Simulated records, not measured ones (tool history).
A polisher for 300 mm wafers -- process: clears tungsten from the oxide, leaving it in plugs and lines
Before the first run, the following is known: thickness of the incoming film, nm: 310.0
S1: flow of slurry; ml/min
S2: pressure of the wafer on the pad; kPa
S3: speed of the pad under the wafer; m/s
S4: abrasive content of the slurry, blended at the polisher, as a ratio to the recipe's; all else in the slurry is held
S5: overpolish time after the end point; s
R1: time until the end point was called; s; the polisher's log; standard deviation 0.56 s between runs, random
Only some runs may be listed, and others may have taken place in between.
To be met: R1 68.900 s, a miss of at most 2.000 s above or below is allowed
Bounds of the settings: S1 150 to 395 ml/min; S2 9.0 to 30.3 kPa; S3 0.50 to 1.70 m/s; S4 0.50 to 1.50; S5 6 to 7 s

run 1 day=0.000 | S1=250 S2=19.3 S3=1.10 S4=1.00 S5=7 | R1=104.050
run 2 day=0.350 | S1=250 S2=19.3 S3=1.10 S4=1.15 S5=7 | R1=100.240
run 3 day=0.721 | S1=250 S2=24.1 S3=1.10 S4=1.15 S5=7 | R1=80.952
run 4 day=0.946 | S1=255 S2=24.8 S3=1.10 S4=1.15 S5=7 | R1=77.432
run 5 day=1.154 | S1=255 S2=24.8 S3=1.00 S4=1.15 S5=7 | R1=85.063
run 6 day=1.358 | S1=255 S2=24.8 S3=0.82 S4=1.15 S5=7 | R1=102.050
run 7 day=1.604 | S1=270 S2=30.3 S3=0.94 S4=1.15 S5=7 | R1=74.296
run 8 day=1.788 | S1=270 S2=30.3 S3=0.94 S4=1.15 S5=7 | R1=73.789
run 9 day=1.983 | S1=270 S2=30.3 S3=0.96 S4=1.15 S5=7 | R1=72.552
run 10 day=2.129 | S1=270 S2=30.3 S3=0.98 S4=1.15 S5=7 | R1=71.452

4 next moves are on the table. One of them brings every result within its allowed miss. Which?
run A day=2.275 | S1=230 S2=29.6 S3=1.02 S4=1.05 S5=6 | R1=?
run B day=2.275 | S1=265 S2=29.0 S3=0.96 S4=1.20 S5=7 | R1=?
run C day=2.275 | S1=250 S2=29.6 S3=0.92 S4=1.35 S5=6 | R1=?
run D day=2.275 | S1=370 S2=30.3 S3=0.94 S4=1.35 S5=6 | R1=?

move=A R1=72.829
move=B R1=74.632
move=C R1=73.886
move=D R1=68.169
A: the biggest miss grows against the last run
B: the biggest miss grows against the last run
C: the biggest miss grows against the last run
D: all results in spec
D is the move that brings every result within its allowed miss.
